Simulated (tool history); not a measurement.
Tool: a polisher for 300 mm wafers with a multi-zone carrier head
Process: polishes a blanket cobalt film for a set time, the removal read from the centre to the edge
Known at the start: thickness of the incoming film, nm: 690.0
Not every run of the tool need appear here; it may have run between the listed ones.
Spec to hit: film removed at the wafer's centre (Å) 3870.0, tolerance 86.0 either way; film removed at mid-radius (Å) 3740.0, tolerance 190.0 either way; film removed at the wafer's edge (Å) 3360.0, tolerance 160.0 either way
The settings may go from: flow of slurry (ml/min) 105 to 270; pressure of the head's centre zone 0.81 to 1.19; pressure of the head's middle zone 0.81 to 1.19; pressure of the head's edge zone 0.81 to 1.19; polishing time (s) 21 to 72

run  hour  flow of slurry (ml/min)  pressure of the head's centre zone  pressure of the head's middle zone  pressure of the head's edge zone  polishing time (s)  film removed at the wafer's centre (Å)  film removed at mid-radius (Å)  film removed at the wafer's edge (Å)
  1   0.0                      175                                1.00                                1.00                              1.00                  46                                  2608.4                          2628.7                                2564.1
  2   8.3                      175                                1.00                                1.00                              1.03                  46                                  2612.7                          2679.0                                2607.6
  3  13.7                      190                                1.05                                1.03                              1.07                  48                                  2914.9                          2843.6                                2863.7
  4  21.9                      200                                1.08                                1.07                              1.05                  50                                  3149.1                          3115.0                                2912.1
  5  23.2                      210                                1.11                                1.10                              1.07                  51                                  3374.6                          3169.6                                3094.6
  6  30.3                      230                                1.11                                1.10                              1.07                  51                                  3392.0                          3366.2                                3105.0
  7  38.7                      230                                1.11                                1.10                              1.07                  51                                  3424.9                          3315.9                                3011.1
  8  42.9                      235                                1.12                                1.12                              1.09                  52                                  3515.3                          3418.6                                3150.8

Exactly one of the 4 candidate moves below puts every result within its allowed miss. Which one?
  A  47.1                      255                                1.09                                1.17                              1.01                  54                                       ?                               ?                                     ?
  B  47.1                      165                                1.02                                1.03                              1.19                  53                                       ?                               ?                                     ?
  C  47.1                      240                                1.14                                1.11                              1.05                  56                                       ?                               ?                                     ?
  D  47.1                      270                                1.03                                1.07                              1.17                  54                                       ?                               ?                                     ?

move  film removed at the wafer's centre (Å)  film removed at mid-radius (Å)  film removed at the wafer's edge (Å)
   A                                  3568.1                          3780.6                                3183.1
   B                                  3039.3                          3114.0                                3237.4
   C                                  3838.0                          3718.1                                3348.3
   D                                  3392.4                          3524.7                                3449.1
A: closer than the last run, but not yet in spec
B: its largest miss is bigger than the last run's
C: in spec on every target
D: its largest miss is bigger than the last run's
C meets every target.

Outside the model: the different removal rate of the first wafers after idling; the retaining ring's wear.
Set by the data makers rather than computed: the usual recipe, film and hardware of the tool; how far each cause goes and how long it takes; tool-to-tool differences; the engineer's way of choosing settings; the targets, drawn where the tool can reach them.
